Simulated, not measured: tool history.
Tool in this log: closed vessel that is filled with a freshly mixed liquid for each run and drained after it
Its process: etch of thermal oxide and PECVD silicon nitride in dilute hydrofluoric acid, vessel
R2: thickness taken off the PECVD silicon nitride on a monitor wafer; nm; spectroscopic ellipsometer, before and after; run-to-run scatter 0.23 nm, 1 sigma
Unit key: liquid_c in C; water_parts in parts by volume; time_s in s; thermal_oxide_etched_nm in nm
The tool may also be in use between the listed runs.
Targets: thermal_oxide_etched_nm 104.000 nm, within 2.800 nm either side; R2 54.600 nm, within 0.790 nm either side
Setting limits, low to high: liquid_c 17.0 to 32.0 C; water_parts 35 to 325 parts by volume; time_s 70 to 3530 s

run 1 day=0.000 | liquid_c=24.0 water_parts=180 time_s=1800 | thermal_oxide_etched_nm=42.605 R2=24.665
run 2 day=0.125 | liquid_c=25.0 water_parts=145 time_s=1740 | thermal_oxide_etched_nm=55.241 R2=31.310
run 3 day=0.400 | liquid_c=25.0 water_parts=200 time_s=1740 | thermal_oxide_etched_nm=37.617 R2=22.782
run 4 day=0.558 | liquid_c=25.0 water_parts=260 time_s=1740 | thermal_oxide_etched_nm=27.160 R2=17.536
run 5 day=0.717 | liquid_c=26.0 water_parts=200 time_s=1685 | thermal_oxide_etched_nm=37.974 R2=23.418
run 6 day=0.788 | liquid_c=23.5 water_parts=200 time_s=1685 | thermal_oxide_etched_nm=34.303 R2=20.230
run 7 day=0.812 | liquid_c=25.0 water_parts=160 time_s=1630 | thermal_oxide_etched_nm=46.755 R2=26.545
run 8 day=0.962 | liquid_c=26.5 water_parts=130 time_s=1565 | thermal_oxide_etched_nm=59.187 R2=34.636
run 9 day=1.338 | liquid_c=26.5 water_parts=130 time_s=1565 | thermal_oxide_etched_nm=58.852 R2=34.495
run 10 day=1.546 | liquid_c=26.5 water_parts=105 time_s=1505 | thermal_oxide_etched_nm=73.354 R2=40.905
run 11 day=1.708 | liquid_c=27.0 water_parts=90 time_s=1440 | thermal_oxide_etched_nm=84.201 R2=47.213
run 12 day=1.829 | liquid_c=27.0 water_parts=80 time_s=1395 | thermal_oxide_etched_nm=93.361 R2=51.349
run 13 day=2.083 | liquid_c=27.0 water_parts=75 time_s=1365 | thermal_oxide_etched_nm=100.040 R2=54.157
run 14 day=2.329 | liquid_c=27.0 water_parts=75 time_s=1350 | thermal_oxide_etched_nm=97.272 R2=53.263
run 15 day=2.492 | liquid_c=27.0 water_parts=70 time_s=1330 | thermal_oxide_etched_nm=104.550 R2=56.124

4 candidate next runs follow, results not yet known. Just one meets every target within its allowed miss. Identify it.
run A day=2.654 | liquid_c=25.0 water_parts=105 time_s=2315 | thermal_oxide_etched_nm=? R2=?
run B day=2.654 | liquid_c=26.0 water_parts=70 time_s=1380 | thermal_oxide_etched_nm=? R2=?
run C day=2.654 | liquid_c=29.0 water_parts=80 time_s=1375 | thermal_oxide_etched_nm=? R2=?
run D day=2.654 | liquid_c=25.5 water_parts=55 time_s=1095 | thermal_oxide_etched_nm=? R2=?

move=A thermal_oxide_etched_nm=105.770 R2=57.511
move=B thermal_oxide_etched_nm=102.960 R2=54.676
move=C thermal_oxide_etched_nm=99.562 R2=57.961
move=D thermal_oxide_etched_nm=104.010 R2=53.235
A: further off than the last run
B: meets every target
C: further off than the last run
D: pushes the last run's worst result past its target
The move that meets every target is B.

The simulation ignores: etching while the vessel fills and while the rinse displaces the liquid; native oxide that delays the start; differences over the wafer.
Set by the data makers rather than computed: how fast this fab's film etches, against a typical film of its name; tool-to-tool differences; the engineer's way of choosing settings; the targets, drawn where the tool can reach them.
